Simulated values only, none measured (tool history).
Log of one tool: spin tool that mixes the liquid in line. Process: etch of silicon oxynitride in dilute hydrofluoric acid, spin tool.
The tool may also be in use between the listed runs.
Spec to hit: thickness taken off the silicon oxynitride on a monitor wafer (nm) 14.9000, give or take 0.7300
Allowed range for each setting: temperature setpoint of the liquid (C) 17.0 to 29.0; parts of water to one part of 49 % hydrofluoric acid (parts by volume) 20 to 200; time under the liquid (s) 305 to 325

run	day	temperature setpoint of the liquid (C)	parts of water to one part of 49 % hydrofluoric acid (parts by volume)	time under the liquid (s)	thickness taken off the silicon oxynitride on a monitor wafer (nm)
1	0.000	21.0	110	305	3.6165
2	0.238	23.5	80	310	5.8637
3	0.567	25.0	60	310	8.5821
4	0.708	25.0	60	305	8.4352
5	0.950	26.0	50	305	10.7490
6	1.117	26.0	50	305	10.7020
7	1.283	27.0	50	305	11.1600
8	1.554	27.5	45	305	12.4790
9	1.679	28.0	45	305	13.4220
10	1.950	28.5	45	305	13.4910

Below are 5 possible settings for the next run. Only one of them brings all results inside the allowed miss of their targets. Which is it?
A	2.221	27.5	45	320	?
B	2.221	29.0	45	325	?
C	2.221	29.0	40	325	?
D	2.221	25.0	40	325	?
E	2.221	27.5	45	305	?

move	thickness taken off the silicon oxynitride on a monitor wafer (nm)
A	13.5610
B	14.7700
C	16.7030
D	13.8270
E	12.9250
A: as far off as the last run
B: in spec on every target
C: takes the biggest miss from the last run beyond its target
D: gains on the last run, yet a result remains outside its allowed miss
E: lands further from the targets than the last run did
Go with B: it meets all targets.

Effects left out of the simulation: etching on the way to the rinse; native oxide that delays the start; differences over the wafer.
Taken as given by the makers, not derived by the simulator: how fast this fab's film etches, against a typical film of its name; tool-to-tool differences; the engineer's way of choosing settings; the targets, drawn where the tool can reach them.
